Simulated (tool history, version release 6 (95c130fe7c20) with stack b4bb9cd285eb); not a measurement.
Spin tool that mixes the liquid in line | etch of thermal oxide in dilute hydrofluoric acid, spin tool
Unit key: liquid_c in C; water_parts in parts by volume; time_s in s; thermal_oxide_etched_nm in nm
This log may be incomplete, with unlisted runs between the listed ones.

run  hour  liquid_c  water_parts  time_s  thermal_oxide_etched_nm
  1   0.0      22.0          200     320                   7.0167
  2   1.8      24.5          160     320                   9.9433
  3   5.1      24.5          190     320                   8.2830
  4  14.1      26.0          155     320                  11.0920
  5  19.3      22.5          155     320                   9.7285
  6  23.1      21.5          155     320                   9.2822
  7  29.7      24.0          130     320                  12.4070

Run 8, settings as shown, results not yet in. Your forecast:
  8  37.8      25.5          115     320                        ?

Run 8 measured thermal_oxide_etched_nm 15.3850 nm.

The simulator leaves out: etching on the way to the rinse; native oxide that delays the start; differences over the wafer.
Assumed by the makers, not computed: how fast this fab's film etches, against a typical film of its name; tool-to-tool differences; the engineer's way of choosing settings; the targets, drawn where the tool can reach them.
